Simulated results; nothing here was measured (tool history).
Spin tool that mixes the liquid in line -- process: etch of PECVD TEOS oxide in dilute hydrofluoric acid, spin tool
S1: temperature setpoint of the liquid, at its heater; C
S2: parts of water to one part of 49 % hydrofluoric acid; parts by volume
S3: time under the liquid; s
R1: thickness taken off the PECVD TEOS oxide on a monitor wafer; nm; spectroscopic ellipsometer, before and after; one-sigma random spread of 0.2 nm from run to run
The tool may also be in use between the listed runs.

run 1 hour=0.0 | S1=23.0 S2=50 S3=160 | R1=32.041
run 2 hour=5.8 | S1=24.0 S2=50 S3=160 | R1=33.592
run 3 hour=6.6 | S1=27.5 S2=50 S3=160 | R1=38.429
run 4 hour=7.8 | S1=27.5 S2=40 S3=160 | R1=48.935
run 5 hour=9.5 | S1=26.5 S2=40 S3=160 | R1=47.045
run 6 hour=18.2 | S1=25.5 S2=40 S3=160 | R1=45.407

Forecast run 7:
run 7 hour=23.3 | S1=25.0 S2=40 S3=160 | R1=?

{"run 7": {"R1": 43.929}}
